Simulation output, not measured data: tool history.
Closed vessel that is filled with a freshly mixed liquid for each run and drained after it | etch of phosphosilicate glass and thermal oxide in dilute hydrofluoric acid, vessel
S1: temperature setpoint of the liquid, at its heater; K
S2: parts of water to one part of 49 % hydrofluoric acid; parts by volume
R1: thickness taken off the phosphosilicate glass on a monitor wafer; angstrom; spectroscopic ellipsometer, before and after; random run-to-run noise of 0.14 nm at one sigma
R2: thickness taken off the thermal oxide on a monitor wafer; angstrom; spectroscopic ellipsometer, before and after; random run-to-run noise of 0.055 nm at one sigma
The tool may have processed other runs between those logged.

run 1 day=0 | S1=293.15 S2=215 time_in_the_liquid_(s)=60 | R1=106.61 R2=8.6033
run 2 day=0.238 | S1=291.15 S2=215 time_in_the_liquid_(s)=60 | R1=98.479 R2=8.5188
run 3 day=0.512 | S1=291.65 S2=210 time_in_the_liquid_(s)=60 | R1=103.31 R2=8.9456
run 4 day=0.675 | S1=292.15 S2=205 time_in_the_liquid_(s)=60 | R1=111 R2=9.2189
run 5 day=0.717 | S1=292.65 S2=200 time_in_the_liquid_(s)=60 | R1=114.74 R2=9.4297
run 6 day=0.888 | S1=293.15 S2=195 time_in_the_liquid_(s)=60 | R1=121.23 R2=9.5801
run 7 day=1.146 | S1=293.15 S2=190 time_in_the_liquid_(s)=60 | R1=126.68 R2=10.53
run 8 day=1.238 | S1=293.65 S2=190 time_in_the_liquid_(s)=60 | R1=127.19 R2=10.14
run 9 day=1.5 | S1=297.65 S2=160 time_in_the_liquid_(s)=60 | R1=181.55 R2=14.721
-- day=1.629 hydrofluoric acid flow meter replaced
run 10 day=1.629 | S1=296.65 S2=160 time_in_the_liquid_(s)=60 | R1=193 R2=15.428

Run 11 comes next. What will it give?
run 11 day=1.9 | S1=296.15 S2=160 time_in_the_liquid_(s)=60 | R1=? R2=?

{"run 11": {"R1": 189.02, "R2": 14.39}}

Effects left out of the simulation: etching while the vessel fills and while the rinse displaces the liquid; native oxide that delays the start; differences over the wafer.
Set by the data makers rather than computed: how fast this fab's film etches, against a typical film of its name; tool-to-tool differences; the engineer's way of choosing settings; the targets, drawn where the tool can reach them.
